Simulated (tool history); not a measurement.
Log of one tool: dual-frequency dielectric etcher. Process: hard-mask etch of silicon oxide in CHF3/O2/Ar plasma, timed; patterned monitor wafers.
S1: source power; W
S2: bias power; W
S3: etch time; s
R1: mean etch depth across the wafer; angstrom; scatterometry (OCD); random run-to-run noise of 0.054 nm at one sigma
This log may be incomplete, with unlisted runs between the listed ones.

{"run": 1, "hour": 0.0, "S1": 900, "S2": 168, "S3": 11, "R1": 238.44}
{"run": 2, "hour": 0.6, "S1": 900, "S2": 168, "S3": 11, "R1": 236.28}
{"run": 3, "hour": 2.6, "S1": 900, "S2": 195, "S3": 11, "R1": 246.35}
{"run": 4, "hour": 6.9, "S1": 780, "S2": 195, "S3": 11, "R1": 234.86}
{"run": 5, "hour": 8.7, "S1": 750, "S2": 190, "S3": 11, "R1": 229.2}
{"run": 6, "hour": 15.9, "S1": 820, "S2": 190, "S3": 11, "R1": 237.72}
{"run": 7, "hour": 22.7, "S1": 790, "S2": 185, "S3": 11, "R1": 232.39}
{"run": 8, "hour": 26.6, "S1": 760, "S2": 181, "S3": 11, "R1": 228.68}
{"run": 9, "hour": 31.9, "S1": 740, "S2": 177, "S3": 11, "R1": 225.34}
{"run": 10, "hour": 38.8, "S1": 580, "S2": 154, "S3": 10.5, "R1": 188.76}

Run 11 is up next; what results do you expect?
{"run": 11, "hour": 46.9, "S1": 600, "S2": 155, "S3": 10.5, "R1": "?"}

For run 11 the tool returned R1 192.05 angstrom.

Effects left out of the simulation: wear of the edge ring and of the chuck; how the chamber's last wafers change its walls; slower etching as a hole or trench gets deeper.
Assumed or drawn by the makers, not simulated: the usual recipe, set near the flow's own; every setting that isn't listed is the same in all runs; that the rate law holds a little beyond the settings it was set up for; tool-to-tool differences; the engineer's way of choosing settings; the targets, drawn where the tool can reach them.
